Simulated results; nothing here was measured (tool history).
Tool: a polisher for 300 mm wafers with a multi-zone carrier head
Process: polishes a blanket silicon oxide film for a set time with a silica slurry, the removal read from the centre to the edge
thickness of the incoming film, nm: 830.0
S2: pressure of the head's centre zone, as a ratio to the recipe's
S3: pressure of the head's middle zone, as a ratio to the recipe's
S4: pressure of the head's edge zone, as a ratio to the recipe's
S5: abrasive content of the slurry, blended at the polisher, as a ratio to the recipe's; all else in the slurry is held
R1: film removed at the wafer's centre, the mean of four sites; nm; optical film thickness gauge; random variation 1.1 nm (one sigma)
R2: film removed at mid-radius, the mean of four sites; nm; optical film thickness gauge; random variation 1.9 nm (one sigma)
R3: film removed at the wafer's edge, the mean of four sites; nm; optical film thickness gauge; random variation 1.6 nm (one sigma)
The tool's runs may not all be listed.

run 1 hour=0 | flow_of_slurry_(ml/min)=175 S2=1 S3=1 S4=1 S5=1 polishing_time_(s)=52 | R1=269.95 R2=283.16 R3=270.99
run 2 hour=7.7 | flow_of_slurry_(ml/min)=175 S2=1 S3=1 S4=1 S5=1.15 polishing_time_(s)=52 | R1=286.75 R2=294.02 R3=290.4
run 3 hour=10.2 | flow_of_slurry_(ml/min)=175 S2=1 S3=1.06 S4=1 S5=1.15 polishing_time_(s)=52 | R1=289.41 R2=308.49 R3=293.53
run 4 hour=11.4 | flow_of_slurry_(ml/min)=160 S2=0.95 S3=1.01 S4=0.96 S5=0.95 polishing_time_(s)=52 | R1=252.63 R2=274.59 R3=257.34
run 5 hour=12.8 | flow_of_slurry_(ml/min)=160 S2=0.95 S3=1.01 S4=0.96 S5=1.15 polishing_time_(s)=52 | R1=273.99 R2=293.57 R3=285.38
run 6 hour=15.4 | flow_of_slurry_(ml/min)=150 S2=0.91 S3=1 S4=0.96 S5=0.95 polishing_time_(s)=51 | R1=236.77 R2=260.62 R3=254.13

Run 7 comes next. What will it give?
run 7 hour=19.6 | flow_of_slurry_(ml/min)=145 S2=0.88 S3=1.01 S4=0.95 S5=0.8 polishing_time_(s)=51 | R1=? R2=? R3=?

R1: 213.43 nm
R2: 244.43 nm
R3: 234.92 nm
